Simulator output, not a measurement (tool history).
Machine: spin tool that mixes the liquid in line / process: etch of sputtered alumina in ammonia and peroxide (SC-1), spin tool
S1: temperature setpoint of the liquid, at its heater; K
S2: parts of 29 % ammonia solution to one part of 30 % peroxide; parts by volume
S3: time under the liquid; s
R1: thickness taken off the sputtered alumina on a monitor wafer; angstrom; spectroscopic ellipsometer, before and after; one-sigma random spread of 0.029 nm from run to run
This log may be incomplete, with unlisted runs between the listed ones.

run  hour      S1    S2   S3      R1
  1   0.0  327.15  0.45  100  76.838
  2   3.4  327.15  0.45  105  80.430
  3   5.4  325.65  0.45  105  74.811
  4  14.0  325.65  0.45  105  74.682
  5  21.0  330.65  0.45  105  98.012
  6  27.0  328.15  0.45  105  85.166
  7  33.6  320.15  0.45  105  55.047

What does the tool deliver on the next run?
  8  37.6  320.65  0.45  105   ?

R1: 57.211 angstrom
